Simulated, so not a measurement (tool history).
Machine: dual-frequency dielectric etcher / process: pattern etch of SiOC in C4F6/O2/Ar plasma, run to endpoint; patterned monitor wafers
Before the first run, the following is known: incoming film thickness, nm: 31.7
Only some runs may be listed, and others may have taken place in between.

run	day	bias power (W)	source power (W)	endpoint time (s)
1	0.000	364	330	13.878
2	0.333	387	330	13.672
3	0.638	368	320	14.014
4	0.908	412	320	13.675
5	1.150	412	270	14.720
6	1.483	404	270	14.958
7	1.796	398	270	15.057

Run 8 is up next; what results do you expect?
8	1.992	393	270	?

endpoint time (s): 14.988

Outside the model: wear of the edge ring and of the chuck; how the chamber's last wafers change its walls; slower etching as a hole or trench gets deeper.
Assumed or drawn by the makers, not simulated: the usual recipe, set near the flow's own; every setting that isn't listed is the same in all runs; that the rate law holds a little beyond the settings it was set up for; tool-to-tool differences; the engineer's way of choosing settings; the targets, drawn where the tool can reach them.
